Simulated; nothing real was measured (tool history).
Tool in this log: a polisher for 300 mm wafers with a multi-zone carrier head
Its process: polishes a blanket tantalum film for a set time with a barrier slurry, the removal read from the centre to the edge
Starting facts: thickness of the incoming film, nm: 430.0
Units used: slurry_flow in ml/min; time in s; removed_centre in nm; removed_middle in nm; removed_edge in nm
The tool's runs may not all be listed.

run	hour	slurry_flow	centre_zone	middle_zone	edge_zone	slurry_solids	time	removed_centre	removed_middle	removed_edge
1	0.0	235	1.00	1.00	1.00	1.00	67	104.720	106.530	106.200
2	5.4	225	0.95	1.01	0.97	0.85	63	89.659	97.663	97.234
3	11.6	225	0.95	1.01	0.97	1.00	63	93.040	100.930	98.532
4	13.9	220	0.92	1.02	0.94	0.90	58	80.624	90.324	87.252
5	17.3	220	0.92	1.07	0.94	0.90	58	81.794	95.136	86.801
6	23.3	170	0.92	1.07	0.94	0.90	58	77.555	90.851	84.980
7	26.8	170	0.90	1.07	0.92	0.80	56	70.196	84.872	78.460
8	33.4	170	0.88	1.06	0.90	0.70	56	66.244	81.168	73.552
9	37.1	165	0.86	1.05	0.89	0.65	56	63.273	78.584	73.364
10	42.3	165	0.85	1.05	0.87	0.60	56	61.076	75.811	68.890
11	46.3	160	0.84	1.05	0.87	0.60	56	60.135	77.363	68.272

Run 12 is up next; what results do you expect?
12	51.2	155	0.83	1.04	0.87	0.60	56	?	?	?

Run 12 yielded removed_centre 59.320 nm, removed_middle 74.949 nm, removed_edge 69.131 nm.
